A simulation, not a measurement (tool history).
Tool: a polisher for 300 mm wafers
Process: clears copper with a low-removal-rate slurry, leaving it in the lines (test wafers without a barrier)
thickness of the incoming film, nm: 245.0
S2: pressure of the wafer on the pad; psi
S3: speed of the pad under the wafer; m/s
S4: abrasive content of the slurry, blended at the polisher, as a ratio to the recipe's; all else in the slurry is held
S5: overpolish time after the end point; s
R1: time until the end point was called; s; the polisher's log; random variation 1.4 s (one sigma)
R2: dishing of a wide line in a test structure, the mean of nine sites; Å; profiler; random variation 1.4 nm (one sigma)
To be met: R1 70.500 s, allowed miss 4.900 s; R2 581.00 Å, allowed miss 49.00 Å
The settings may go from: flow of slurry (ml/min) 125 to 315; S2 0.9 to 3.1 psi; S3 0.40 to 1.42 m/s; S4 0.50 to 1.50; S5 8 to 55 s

Run 1, hour 0.0: flow of slurry (ml/min) 205, S2 2.0 psi, S3 0.90 m/s, S4 1.00, S5 28 s. Result: R1 127.490 s, R2 303.50 Å.
Run 2, hour 2.2: flow of slurry (ml/min) 205, S2 2.0 psi, S3 0.90 m/s, S4 0.85, S5 28 s. Result: R1 139.590 s, R2 294.18 Å.
Run 3, hour 4.1: flow of slurry (ml/min) 205, S2 2.2 psi, S3 0.94 m/s, S4 0.85, S5 29 s. Result: R1 119.540 s, R2 334.79 Å.
Run 4, hour 6.5: flow of slurry (ml/min) 205, S2 2.2 psi, S3 0.94 m/s, S4 0.85, S5 41 s. Result: R1 119.870 s, R2 408.25 Å.
Run 5, hour 12.4: flow of slurry (ml/min) 205, S2 2.0 psi, S3 0.94 m/s, S4 0.85, S5 41 s. Result: R1 128.920 s, R2 384.51 Å.
Run 6, hour 19.8: flow of slurry (ml/min) 205, S2 2.5 psi, S3 0.94 m/s, S4 0.85, S5 41 s. Result: R1 108.760 s, R2 474.31 Å.
Run 7, hour 22.7: flow of slurry (ml/min) 205, S2 2.6 psi, S3 0.98 m/s, S4 0.85, S5 39 s. Result: R1 100.700 s, R2 476.50 Å.
Run 8, hour 25.7: flow of slurry (ml/min) 205, S2 2.7 psi, S3 1.02 m/s, S4 0.85, S5 38 s. Result: R1 87.903 s, R2 482.86 Å.

Which of these 4 next moves meets every target?
Run A, hour 28.7: flow of slurry (ml/min) 205, S2 2.9 psi, S3 1.20 m/s, S4 0.85, S5 40 s. Result: R1 ?, R2 ?.
Run B, hour 28.7: flow of slurry (ml/min) 215, S2 3.0 psi, S3 0.90 m/s, S4 0.75, S5 53 s. Result: R1 ?, R2 ?.
Run C, hour 28.7: flow of slurry (ml/min) 230, S2 2.7 psi, S3 1.10 m/s, S4 0.85, S5 32 s. Result: R1 ?, R2 ?.
Run D, hour 28.7: flow of slurry (ml/min) 235, S2 2.8 psi, S3 1.28 m/s, S4 0.80, S5 27 s. Result: R1 ?, R2 ?.

move      R1      R2
   A  70.965  590.81
   B  94.313  592.18
   C  81.590  475.93
   D  69.160  476.10
A: meets every target
B: further off than the last run
C: nearer than the last run, and not there yet
D: brings the result that was furthest off to its target, and leaves another outside
Move A is the one to make.
